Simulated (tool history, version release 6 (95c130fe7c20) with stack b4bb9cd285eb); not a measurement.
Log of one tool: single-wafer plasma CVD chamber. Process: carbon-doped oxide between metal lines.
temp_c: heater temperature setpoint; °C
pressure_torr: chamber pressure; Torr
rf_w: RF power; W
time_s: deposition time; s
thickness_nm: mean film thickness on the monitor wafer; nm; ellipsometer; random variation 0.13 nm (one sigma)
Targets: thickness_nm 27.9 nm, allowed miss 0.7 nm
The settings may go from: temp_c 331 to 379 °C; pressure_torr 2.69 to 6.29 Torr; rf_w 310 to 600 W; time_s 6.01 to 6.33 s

run	hour	temp_c	pressure_torr	rf_w	time_s	thickness_nm
1	0	355	4.49	455	6.33	30.924
2	7.6	355	4.49	510	6.33	33.261
3	11.9	357	4.27	480	6.28	31.249
4	15.3	359	3.99	465	6.26	30.265
5	23.9	360	3.85	450	6.24	29.212
6	30.3	360	3.85	450	6.33	29.502
7	37.6	361	3.7	445	6.32	29.235
8	45.1	362	3.61	440	6.31	28.895

5 next moves are on the table. One of them brings every result within its allowed miss. Which?
A	52.6	375	3.84	435	6.01	?
B	52.6	358	3.71	415	6.01	?
C	52.6	356	5.24	375	6.33	?
D	52.6	349	3.28	490	6.01	?
E	52.6	371	2.88	420	6.11	?

move	thickness_nm
A	26.872
B	26.906
C	27.774
D	30.156
E	26.193
A: takes the result that was furthest off past its target
B: takes the result that was furthest off past its target
C: meets every target
D: further off than the last run
E: takes the result that was furthest off past its target
Answer: C
